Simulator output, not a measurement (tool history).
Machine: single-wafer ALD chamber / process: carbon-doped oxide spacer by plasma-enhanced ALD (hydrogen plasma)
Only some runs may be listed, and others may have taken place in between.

run,day,heater temperature setpoint (K),number of ALD cycles (cycles),mean film thickness on the monitor wafer (angstrom)
1,0,663.15,179,83.927
2,0.204,674.15,179,83.263
3,0.242,674.15,198,91.155
4,0.379,674.15,185,86.061
5,0.5,665.15,185,86.159
6,0.608,674.15,185,86.158
7,0.862,674.15,174,80.767
8,1.05,674.15,167,77.292
9,1.171,674.15,162,75.106
10,1.262,674.15,158,73.318
11,1.562,674.15,155,71.935

The next listed run, before its measurement:
12,1.733,674.15,153,?

mean film thickness on the monitor wafer (angstrom): 71.203

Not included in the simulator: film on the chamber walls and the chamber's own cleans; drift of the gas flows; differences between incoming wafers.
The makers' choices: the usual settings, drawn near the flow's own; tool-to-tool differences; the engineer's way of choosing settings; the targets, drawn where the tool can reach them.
